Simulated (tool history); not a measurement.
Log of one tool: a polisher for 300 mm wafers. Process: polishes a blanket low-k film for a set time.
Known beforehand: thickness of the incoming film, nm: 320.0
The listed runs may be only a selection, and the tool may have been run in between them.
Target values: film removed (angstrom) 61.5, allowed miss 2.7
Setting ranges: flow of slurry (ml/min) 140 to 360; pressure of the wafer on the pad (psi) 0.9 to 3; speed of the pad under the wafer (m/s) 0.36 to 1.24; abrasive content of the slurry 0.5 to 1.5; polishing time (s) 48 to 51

run    day  flow of slurry (ml/min)  pressure of the wafer on the pad (psi)  speed of the pad under the wafer (m/s)  abrasive content of the slurry  polishing time (s)  film removed (angstrom)
  1      0                      230                                     1.9                                     0.8                               1                  48                   148.51
  2  0.117                      200                                     1.9                                     0.8                               1                  48                   145.58
  3  0.167                      200                                     1.9                                       1                               1                  48                   159.38
  4  0.212                      160                                     1.9                                       1                               1                  48                    161.9
  5  0.521                      160                                     1.9                                    0.86                               1                  48                   145.63
  6  0.662                      155                                     1.6                                    0.74                            0.95                  48                    111.5
  7  0.717                      155                                     1.4                                    0.66                            0.95                  48                   94.224
  8  1.083                      155                                     1.3                                     0.6                            0.95                  48                   85.506
  9  1.192                      155                                     1.2                                    0.56                            0.95                  48                   74.344
 10  1.483                      155                                     1.1                                    0.56                            0.95                  48                   69.125

Of the 5 settings listed for the next run, only one would bring every result within its allowed miss of target. Which one?
  A  1.775                      275                                     1.1                                    0.44                            0.75                  48                        ?
  B  1.775                      160                                     0.9                                    0.44                             1.2                  48                        ?
  C  1.775                      245                                     1.2                                     0.5                            0.65                  50                        ?
  D  1.775                      140                                     1.1                                    0.42                             0.8                  49                        ?
  E  1.775                      140                                     0.9                                    0.64                             0.8                  49                        ?

move  film removed (angstrom)
   A                   54.746
   B                   60.717
   C                    55.05
   D                   54.942
   E                   53.676
A: moves the result that the last run missed by most past its target, out the other side
B: every result lands within tolerance
C: moves the result that the last run missed by most past its target, out the other side
D: moves the result that the last run missed by most past its target, out the other side
E: moves the result that the last run missed by most past its target, out the other side
B is the move that brings every result within its allowed miss.
